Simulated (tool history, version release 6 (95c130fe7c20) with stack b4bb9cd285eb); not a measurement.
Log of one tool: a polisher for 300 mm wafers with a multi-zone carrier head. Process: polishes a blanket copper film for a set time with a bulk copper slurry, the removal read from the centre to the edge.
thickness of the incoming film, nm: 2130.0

| run | hour | flow of slurry (ml/min) | pressure of the head's centre zone | pressure of the head's middle zone | pressure of the head's edge zone | abrasive content of the slurry | polishing time (s) | film removed at the wafer's centre (angstrom) | film removed at mid-radius (angstrom) | film removed at the wafer's edge (angstrom) |
|---|---|---|---|---|---|---|---|---|---|---|
| 1 | 0 | 280 | 1 | 1 | 1 | 1 | 88 | 5102.2 | 5214.6 | 5331.1 |
| 2 | 9 | 280 | 1 | 1 | 0.93 | 1 | 88 | 5081.3 | 5109.9 | 5236.8 |
| 3 | 14.8 | 280 | 1 | 1 | 0.93 | 1 | 78 | 4444 | 4531 | 4639.5 |
| 4 | 17.6 | 280 | 1 | 1 | 0.93 | 1 | 61 | 3557.6 | 3562.3 | 3632.1 |
| 5 | 22.4 | 280 | 1 | 1 | 0.9 | 1 | 61 | 3535.5 | 3590.9 | 3590.7 |
| 6 | 25.4 | 280 | 1.02 | 1.01 | 0.88 | 0.95 | 60 | 3519.1 | 3403.5 | 3449.4 |
| 7 | 29.1 | 280 | 1.03 | 1.03 | 0.86 | 0.95 | 60 | 3554.9 | 3541.6 | 3470.9 |

Run 8 comes next. What will it give?
| 8 | 33.3 | 275 | 1.09 | 1.05 | 0.81 | 0.7 | 57 | ? | ? | ? |

film removed at the wafer's centre (angstrom): 3278.3
film removed at mid-radius (angstrom): 3100.4
film removed at the wafer's edge (angstrom): 2938

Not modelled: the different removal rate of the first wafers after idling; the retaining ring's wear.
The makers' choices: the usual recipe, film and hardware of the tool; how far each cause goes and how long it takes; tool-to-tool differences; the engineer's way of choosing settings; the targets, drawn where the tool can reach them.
